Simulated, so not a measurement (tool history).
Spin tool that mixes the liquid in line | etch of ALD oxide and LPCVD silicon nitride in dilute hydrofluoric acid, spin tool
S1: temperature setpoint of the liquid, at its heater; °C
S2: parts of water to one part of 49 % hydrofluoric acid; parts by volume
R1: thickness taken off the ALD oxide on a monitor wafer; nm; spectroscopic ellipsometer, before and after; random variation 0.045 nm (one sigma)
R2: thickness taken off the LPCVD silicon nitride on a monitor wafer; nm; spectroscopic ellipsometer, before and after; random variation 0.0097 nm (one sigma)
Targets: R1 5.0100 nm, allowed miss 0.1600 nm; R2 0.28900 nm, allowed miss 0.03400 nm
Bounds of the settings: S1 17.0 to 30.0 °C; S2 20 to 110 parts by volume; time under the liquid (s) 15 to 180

run 1 hour=0.0 | S1=22.0 S2=60 time_under_the_liquid_(s)=90 | R1=14.5680 R2=0.63553
run 2 hour=5.4 | S1=23.0 S2=75 time_under_the_liquid_(s)=85 | R1=11.0480 R2=0.56029
run 3 hour=8.6 | S1=23.0 S2=75 time_under_the_liquid_(s)=125 | R1=16.1630 R2=0.80799
run 4 hour=9.7 | S1=23.0 S2=60 time_under_the_liquid_(s)=125 | R1=20.8600 R2=0.96855
run 5 hour=17.6 | S1=23.0 S2=50 time_under_the_liquid_(s)=125 | R1=24.9560 R2=1.20110
run 6 hour=26.2 | S1=21.5 S2=50 time_under_the_liquid_(s)=125 | R1=23.7430 R2=1.05640
run 7 hour=28.8 | S1=25.5 S2=75 time_under_the_liquid_(s)=80 | R1=11.8320 R2=0.61227
run 8 hour=36.1 | S1=24.0 S2=85 time_under_the_liquid_(s)=80 | R1=9.5170 R2=0.48515
run 9 hour=42.5 | S1=23.5 S2=95 time_under_the_liquid_(s)=75 | R1=7.6534 R2=0.37723
run 10 hour=47.6 | S1=24.0 S2=100 time_under_the_liquid_(s)=65 | R1=6.3828 R2=0.34691
run 11 hour=51.8 | S1=24.0 S2=100 time_under_the_liquid_(s)=65 | R1=6.4195 R2=0.35046
run 12 hour=56.2 | S1=23.0 S2=110 time_under_the_liquid_(s)=65 | R1=5.5493 R2=0.27888
run 13 hour=61.7 | S1=24.0 S2=110 time_under_the_liquid_(s)=60 | R1=5.3270 R2=0.28010

5 next moves are on the table. One of them brings every result within its allowed miss. Which?
run A hour=67.2 | S1=20.0 S2=90 time_under_the_liquid_(s)=60 | R1=? R2=?
run B hour=67.2 | S1=20.0 S2=100 time_under_the_liquid_(s)=70 | R1=? R2=?
run C hour=67.2 | S1=26.0 S2=95 time_under_the_liquid_(s)=50 | R1=? R2=?
run D hour=67.2 | S1=27.0 S2=110 time_under_the_liquid_(s)=50 | R1=? R2=?
run E hour=67.2 | S1=29.5 S2=110 time_under_the_liquid_(s)=50 | R1=? R2=?

move=A R1=5.7667 R2=0.26118
move=B R1=5.9873 R2=0.27493
move=C R1=5.7592 R2=0.30786
move=D R1=5.0702 R2=0.28381
move=E R1=5.5726 R2=0.33250
A: further off than the last run
B: further off than the last run
C: further off than the last run
D: meets every target
E: further off than the last run
Move D is the one to make.
